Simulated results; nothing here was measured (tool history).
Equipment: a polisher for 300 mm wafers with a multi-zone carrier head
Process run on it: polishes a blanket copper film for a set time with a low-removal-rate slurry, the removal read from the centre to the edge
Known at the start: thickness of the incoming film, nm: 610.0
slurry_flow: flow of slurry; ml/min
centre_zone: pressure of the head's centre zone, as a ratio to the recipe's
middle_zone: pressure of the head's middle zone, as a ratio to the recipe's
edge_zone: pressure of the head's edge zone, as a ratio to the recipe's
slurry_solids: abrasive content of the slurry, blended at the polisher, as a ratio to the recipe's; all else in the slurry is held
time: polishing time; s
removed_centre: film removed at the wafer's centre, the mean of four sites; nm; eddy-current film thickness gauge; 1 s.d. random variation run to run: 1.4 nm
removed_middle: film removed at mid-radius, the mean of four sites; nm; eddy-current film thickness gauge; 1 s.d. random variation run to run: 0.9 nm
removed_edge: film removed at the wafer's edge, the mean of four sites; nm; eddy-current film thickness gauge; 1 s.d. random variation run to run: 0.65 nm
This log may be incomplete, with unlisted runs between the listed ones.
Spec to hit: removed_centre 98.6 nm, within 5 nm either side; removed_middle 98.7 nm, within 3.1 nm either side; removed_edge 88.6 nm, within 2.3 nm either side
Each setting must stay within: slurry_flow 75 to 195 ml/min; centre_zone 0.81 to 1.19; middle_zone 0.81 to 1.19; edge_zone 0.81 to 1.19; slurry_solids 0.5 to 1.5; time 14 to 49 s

{"run": 1, "hour": 0.0, "slurry_flow": 125, "centre_zone": 1, "middle_zone": 1, "edge_zone": 1, "slurry_solids": 1, "time": 31, "removed_centre": 63.026, "removed_middle": 61.774, "removed_edge": 62.231}
{"run": 2, "hour": 1.6, "slurry_flow": 125, "centre_zone": 1.06, "middle_zone": 1, "edge_zone": 1, "slurry_solids": 1, "time": 31, "removed_centre": 67.471, "removed_middle": 62.663, "removed_edge": 61.887}
{"run": 3, "hour": 8.1, "slurry_flow": 140, "centre_zone": 1.07, "middle_zone": 1.04, "edge_zone": 1.04, "slurry_solids": 1.15, "time": 32, "removed_centre": 73.428, "removed_middle": 69.124, "removed_edge": 68.724}
{"run": 4, "hour": 10.2, "slurry_flow": 155, "centre_zone": 1.08, "middle_zone": 1.09, "edge_zone": 1.04, "slurry_solids": 1.25, "time": 33, "removed_centre": 81.235, "removed_middle": 76.575, "removed_edge": 73.362}
{"run": 5, "hour": 15.5, "slurry_flow": 155, "centre_zone": 1.13, "middle_zone": 1.09, "edge_zone": 1.04, "slurry_solids": 1.25, "time": 33, "removed_centre": 80.828, "removed_middle": 77.798, "removed_edge": 72.637}
{"run": 6, "hour": 20.3, "slurry_flow": 155, "centre_zone": 1.13, "middle_zone": 1.09, "edge_zone": 1, "slurry_solids": 1.25, "time": 33, "removed_centre": 81.61, "removed_middle": 78.199, "removed_edge": 71.609}
{"run": 7, "hour": 25.0, "slurry_flow": 160, "centre_zone": 1.12, "middle_zone": 1.12, "edge_zone": 1.02, "slurry_solids": 1.35, "time": 34, "removed_centre": 86.439, "removed_middle": 83.687, "removed_edge": 75.558}
{"run": 8, "hour": 32.6, "slurry_flow": 165, "centre_zone": 1.11, "middle_zone": 1.14, "edge_zone": 1.04, "slurry_solids": 1.4, "time": 35, "removed_centre": 88.393, "removed_middle": 87.169, "removed_edge": 79.653}
{"run": 9, "hour": 34.9, "slurry_flow": 170, "centre_zone": 1.12, "middle_zone": 1.15, "edge_zone": 1.05, "slurry_solids": 1.45, "time": 36, "removed_centre": 94.561, "removed_middle": 94.064, "removed_edge": 81.909}
{"run": 10, "hour": 37.7, "slurry_flow": 175, "centre_zone": 1.11, "middle_zone": 1.15, "edge_zone": 1.07, "slurry_solids": 1.45, "time": 36, "removed_centre": 90.296, "removed_middle": 91.82, "removed_edge": 84.234}

Which of these 5 next moves meets every target?
{"run": "A", "hour": 40.5, "slurry_flow": 185, "centre_zone": 1.08, "middle_zone": 1.03, "edge_zone": 1.18, "slurry_solids": 1.5, "time": 37, "removed_centre": "?", "removed_middle": "?", "removed_edge": "?"}
{"run": "B", "hour": 40.5, "slurry_flow": 180, "centre_zone": 0.96, "middle_zone": 1.09, "edge_zone": 1.19, "slurry_solids": 1.45, "time": 35, "removed_centre": "?", "removed_middle": "?", "removed_edge": "?"}
{"run": "C", "hour": 40.5, "slurry_flow": 185, "centre_zone": 1.11, "middle_zone": 1.17, "edge_zone": 0.99, "slurry_solids": 1.4, "time": 38, "removed_centre": "?", "removed_middle": "?", "removed_edge": "?"}
{"run": "D", "hour": 40.5, "slurry_flow": 150, "centre_zone": 1.19, "middle_zone": 0.97, "edge_zone": 1.07, "slurry_solids": 1.5, "time": 37, "removed_centre": "?", "removed_middle": "?", "removed_edge": "?"}
{"run": "E", "hour": 40.5, "slurry_flow": 180, "centre_zone": 1.11, "middle_zone": 1.16, "edge_zone": 1.05, "slurry_solids": 1.45, "time": 38, "removed_centre": "?", "removed_middle": "?", "removed_edge": "?"}

move=A removed_centre=95.617 removed_middle=89.279 removed_edge=91.342
move=B removed_centre=79.792 removed_middle=87.709 removed_edge=85.864
move=C removed_centre=99.539 removed_middle=100.84 removed_edge=84.541
move=D removed_centre=101.17 removed_middle=82.065 removed_edge=84.891
move=E removed_centre=99.79 removed_middle=100.4 removed_edge=87.378
A: its largest miss is bigger than the last run's
B: its largest miss is bigger than the last run's
C: meets the target for the result that was furthest off, but another lies outside its allowed miss
D: its largest miss is bigger than the last run's
E: hits every target within its allowed miss
Answer: E
